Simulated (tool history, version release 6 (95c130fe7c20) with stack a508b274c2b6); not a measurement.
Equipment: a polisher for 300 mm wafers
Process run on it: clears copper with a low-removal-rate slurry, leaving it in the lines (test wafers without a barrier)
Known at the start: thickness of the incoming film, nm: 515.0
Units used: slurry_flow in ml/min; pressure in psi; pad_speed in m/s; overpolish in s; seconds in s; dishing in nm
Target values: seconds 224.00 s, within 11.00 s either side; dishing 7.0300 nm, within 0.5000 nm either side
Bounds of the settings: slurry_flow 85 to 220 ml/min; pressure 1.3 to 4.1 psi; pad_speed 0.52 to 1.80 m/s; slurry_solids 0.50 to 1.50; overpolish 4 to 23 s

run,day,slurry_flow,pressure,pad_speed,slurry_solids,overpolish,seconds,dishing
1,0.000,140,2.7,1.16,1.00,12,168.39,26.0910
2,0.308,140,2.7,0.96,1.00,12,193.25,22.9950
3,0.404,140,2.7,0.96,1.10,12,185.76,24.3360
4,0.662,140,2.6,1.00,1.00,11,198.90,21.2770
5,1.012,130,2.7,0.98,0.90,10,201.20,19.6330
6,1.229,100,2.7,0.98,0.90,10,216.09,17.5400
7,1.538,100,2.5,1.04,1.00,9,218.46,15.8570
# day 1.896: head pressure recalibrated
8,1.896,100,2.3,1.10,1.10,8,209.79,14.9970
9,2.221,100,2.1,1.12,1.15,7,225.94,12.2910

4 candidate next runs follow, results not yet known. Just one meets every target within its allowed miss. Identify it.
A,2.546,165,1.8,1.14,1.10,14,?,?
B,2.546,90,2.2,1.08,1.20,11,?,?
C,2.546,90,2.1,1.14,1.15,4,?,?
D,2.546,120,1.9,1.24,1.10,8,?,?

move,seconds,dishing
A,232.26,23.4000
B,224.72,19.4330
C,228.77,7.2314
D,221.31,14.5450
A: further off than the last run
B: further off than the last run
C: all results in spec
D: further off than the last run
Correct choice: C, which meets every target

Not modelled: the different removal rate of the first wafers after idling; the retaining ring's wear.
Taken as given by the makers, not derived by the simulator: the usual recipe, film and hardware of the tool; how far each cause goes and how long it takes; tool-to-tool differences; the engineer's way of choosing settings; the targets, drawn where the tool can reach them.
